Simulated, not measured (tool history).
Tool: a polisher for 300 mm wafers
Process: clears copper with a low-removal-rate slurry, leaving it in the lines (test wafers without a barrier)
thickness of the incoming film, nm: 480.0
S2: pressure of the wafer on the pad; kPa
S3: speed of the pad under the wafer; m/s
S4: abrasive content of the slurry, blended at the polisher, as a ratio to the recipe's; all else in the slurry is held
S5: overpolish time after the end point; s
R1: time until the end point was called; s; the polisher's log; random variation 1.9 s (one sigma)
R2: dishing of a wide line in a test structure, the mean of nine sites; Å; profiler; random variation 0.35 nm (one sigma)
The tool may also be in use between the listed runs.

{"run": 1, "hour": 0.0, "flow of slurry (ml/min)": 220, "S2": 26.2, "S3": 1.06, "S4": 1, "S5": 10, "R1": 129.17, "R2": 162.13}
{"run": 2, "hour": 2.7, "flow of slurry (ml/min)": 220, "S2": 26.2, "S3": 1.16, "S4": 1, "S5": 10, "R1": 120.15, "R2": 175.12}
{"run": 3, "hour": 9.6, "flow of slurry (ml/min)": 220, "S2": 26.2, "S3": 0.96, "S4": 1, "S5": 10, "R1": 142.9, "R2": 163.33}
{"run": 4, "hour": 10.4, "flow of slurry (ml/min)": 220, "S2": 26.2, "S3": 0.96, "S4": 1, "S5": 12, "R1": 141.5, "R2": 179.13}
{"run": 5, "hour": 14.8, "flow of slurry (ml/min)": 220, "S2": 25.5, "S3": 0.96, "S4": 1, "S5": 12, "R1": 144.09, "R2": 177.13}
{"run": 6, "hour": 18.9, "flow of slurry (ml/min)": 220, "S2": 24.8, "S3": 0.96, "S4": 1, "S5": 12, "R1": 148.92, "R2": 172.44}
{"run": 7, "hour": 24.9, "flow of slurry (ml/min)": 220, "S2": 24.1, "S3": 0.96, "S4": 1, "S5": 12, "R1": 155.14, "R2": 178.1}
{"run": 8, "hour": 26.3, "flow of slurry (ml/min)": 220, "S2": 23.4, "S3": 0.96, "S4": 1, "S5": 12, "R1": 157.37, "R2": 169.23}

The next listed run, before its measurement:
{"run": 9, "hour": 32.7, "flow of slurry (ml/min)": 210, "S2": 17.9, "S3": 0.94, "S4": 1, "S5": 16, "R1": "?", "R2": "?"}

{"run 9": {"R1": 210.58, "R2": 170.46}}
